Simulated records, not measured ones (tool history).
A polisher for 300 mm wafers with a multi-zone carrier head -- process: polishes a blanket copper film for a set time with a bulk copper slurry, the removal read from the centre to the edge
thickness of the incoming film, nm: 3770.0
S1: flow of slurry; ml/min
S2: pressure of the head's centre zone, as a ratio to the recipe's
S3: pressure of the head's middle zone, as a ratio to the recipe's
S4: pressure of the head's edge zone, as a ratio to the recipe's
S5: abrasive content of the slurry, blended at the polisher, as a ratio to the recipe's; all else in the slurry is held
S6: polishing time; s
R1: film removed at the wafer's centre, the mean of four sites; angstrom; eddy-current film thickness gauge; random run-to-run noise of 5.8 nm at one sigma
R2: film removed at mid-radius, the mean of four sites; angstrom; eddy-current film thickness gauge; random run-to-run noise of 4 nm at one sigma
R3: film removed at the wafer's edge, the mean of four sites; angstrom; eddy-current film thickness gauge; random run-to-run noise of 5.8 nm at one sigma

run,day,S1,S2,S3,S4,S5,S6,R1,R2,R3
1,0.000,135,1.00,1.00,1.00,1.00,54,3809.4,3711.9,3581.1
2,0.104,145,1.02,0.99,1.03,1.05,54,3986.2,3802.1,3648.3
3,0.425,145,1.06,0.99,1.03,1.05,54,4201.6,3702.3,3668.0
4,0.488,145,1.06,0.98,1.06,1.10,55,4211.0,3898.8,3846.0
5,0.858,145,1.06,1.06,1.06,1.10,55,4228.2,4085.9,3839.1
6,1.062,145,1.06,1.06,1.06,0.95,55,4067.0,3914.1,3607.0
7,1.246,145,1.07,1.03,1.08,1.05,55,4249.6,3897.8,3883.9

The next listed run, before its measurement:
8,1.358,150,1.08,1.02,1.09,1.05,55,?,?,?

Run 8 measured R1 4214.8 angstrom, R2 3937.3 angstrom, R3 3876.4 angstrom.
